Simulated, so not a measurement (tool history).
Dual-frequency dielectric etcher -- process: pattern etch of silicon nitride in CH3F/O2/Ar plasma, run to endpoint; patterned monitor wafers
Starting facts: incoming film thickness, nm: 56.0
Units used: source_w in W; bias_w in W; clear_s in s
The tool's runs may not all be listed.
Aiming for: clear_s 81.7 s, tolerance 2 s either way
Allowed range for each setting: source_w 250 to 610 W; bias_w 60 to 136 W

run,hour,source_w,bias_w,clear_s
1,0,430,98,71.898
2,4.8,460,98,71.132
3,5.5,440,96,71.999
4,8.4,400,96,74.679
5,14,330,96,78.207
6,18.3,330,103,76.919
7,26.4,320,102,76.381
8,33.4,310,101,77.453
9,42.3,300,100,79.465

Which of these 4 next moves meets every target?
A,51.2,260,86,?
B,51.2,250,86,?
C,51.2,290,91,?
D,51.2,270,86,?

move,clear_s
A,87.003
B,87.824
C,83.035
D,86.209
A: takes the biggest miss from the last run beyond its target
B: takes the biggest miss from the last run beyond its target
C: each result inside its tolerance
D: takes the biggest miss from the last run beyond its target
Answer: C
